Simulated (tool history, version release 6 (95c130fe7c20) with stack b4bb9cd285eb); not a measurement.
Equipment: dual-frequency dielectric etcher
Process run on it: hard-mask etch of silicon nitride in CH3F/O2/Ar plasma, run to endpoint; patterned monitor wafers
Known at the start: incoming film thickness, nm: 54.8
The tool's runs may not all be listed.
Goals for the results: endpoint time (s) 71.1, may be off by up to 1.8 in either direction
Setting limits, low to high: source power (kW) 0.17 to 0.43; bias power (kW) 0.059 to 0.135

run 1 hour=0 | source_power_(kW)=0.3 bias_power_(kW)=0.097 | endpoint_time_(s)=79.147
run 2 hour=4.9 | source_power_(kW)=0.3 bias_power_(kW)=0.081 | endpoint_time_(s)=84.179
run 3 hour=9 | source_power_(kW)=0.33 bias_power_(kW)=0.081 | endpoint_time_(s)=82.022
run 4 hour=10.8 | source_power_(kW)=0.33 bias_power_(kW)=0.088 | endpoint_time_(s)=80.052
run 5 hour=13.5 | source_power_(kW)=0.35 bias_power_(kW)=0.092 | endpoint_time_(s)=76.334
run 6 hour=21.8 | source_power_(kW)=0.36 bias_power_(kW)=0.093 | endpoint_time_(s)=74.915
run 7 hour=27.6 | source_power_(kW)=0.37 bias_power_(kW)=0.094 | endpoint_time_(s)=73.63
run 8 hour=34.1 | source_power_(kW)=0.38 bias_power_(kW)=0.095 | endpoint_time_(s)=73.934

5 candidate next runs follow, results not yet known. Just one meets every target within its allowed miss. Identify it.
run A hour=40.6 | source_power_(kW)=0.36 bias_power_(kW)=0.088 | endpoint_time_(s)=?
run B hour=40.6 | source_power_(kW)=0.37 bias_power_(kW)=0.088 | endpoint_time_(s)=?
run C hour=40.6 | source_power_(kW)=0.4 bias_power_(kW)=0.08 | endpoint_time_(s)=?
run D hour=40.6 | source_power_(kW)=0.42 bias_power_(kW)=0.081 | endpoint_time_(s)=?
run E hour=40.6 | source_power_(kW)=0.4 bias_power_(kW)=0.094 | endpoint_time_(s)=?

move=A endpoint_time_(s)=76.071
move=B endpoint_time_(s)=75.285
move=C endpoint_time_(s)=75.667
move=D endpoint_time_(s)=73.938
move=E endpoint_time_(s)=71.334
A: further off than the last run
B: further off than the last run
C: further off than the last run
D: no nearer and no further than the last run
E: each result inside its tolerance
Answer: E
